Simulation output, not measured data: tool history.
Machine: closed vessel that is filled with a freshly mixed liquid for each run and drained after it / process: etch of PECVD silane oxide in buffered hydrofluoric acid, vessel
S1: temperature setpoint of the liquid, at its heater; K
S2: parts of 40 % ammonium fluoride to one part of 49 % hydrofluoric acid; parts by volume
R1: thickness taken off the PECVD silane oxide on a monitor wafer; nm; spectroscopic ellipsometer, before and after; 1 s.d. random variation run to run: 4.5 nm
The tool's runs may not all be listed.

Run 1, day 0.000: S1 295.15 K, S2 12.5 parts by volume, time in the liquid (s) 105. Result: R1 358.80 nm.
Run 2, day 0.075: S1 295.15 K, S2 9.0 parts by volume, time in the liquid (s) 105. Result: R1 472.90 nm.
Run 3, day 0.225: S1 295.65 K, S2 9.0 parts by volume, time in the liquid (s) 105. Result: R1 492.12 nm.
Run 4, day 0.383: S1 295.65 K, S2 9.0 parts by volume, time in the liquid (s) 115. Result: R1 533.85 nm.
Run 5, day 0.617: S1 295.65 K, S2 5.5 parts by volume, time in the liquid (s) 115. Result: R1 870.17 nm.
Run 6, day 0.892: S1 295.65 K, S2 5.5 parts by volume, time in the liquid (s) 105. Result: R1 808.25 nm.
Run 7, day 1.204: S1 294.65 K, S2 5.5 parts by volume, time in the liquid (s) 105. Result: R1 758.41 nm.
Run 8, day 1.325: S1 294.15 K, S2 6.0 parts by volume, time in the liquid (s) 105. Result: R1 679.30 nm.
Run 9, day 1.550: S1 293.65 K, S2 6.0 parts by volume, time in the liquid (s) 105. Result: R1 663.44 nm.
Run 10, day 1.675: S1 290.15 K, S2 7.0 parts by volume, time in the liquid (s) 105. Result: R1 470.32 nm.

Run 11 comes next. What will it give?
Run 11, day 1.829: S1 290.65 K, S2 7.0 parts by volume, time in the liquid (s) 105. Result: R1 ?.

{"run 11": {"R1": 483.6}}

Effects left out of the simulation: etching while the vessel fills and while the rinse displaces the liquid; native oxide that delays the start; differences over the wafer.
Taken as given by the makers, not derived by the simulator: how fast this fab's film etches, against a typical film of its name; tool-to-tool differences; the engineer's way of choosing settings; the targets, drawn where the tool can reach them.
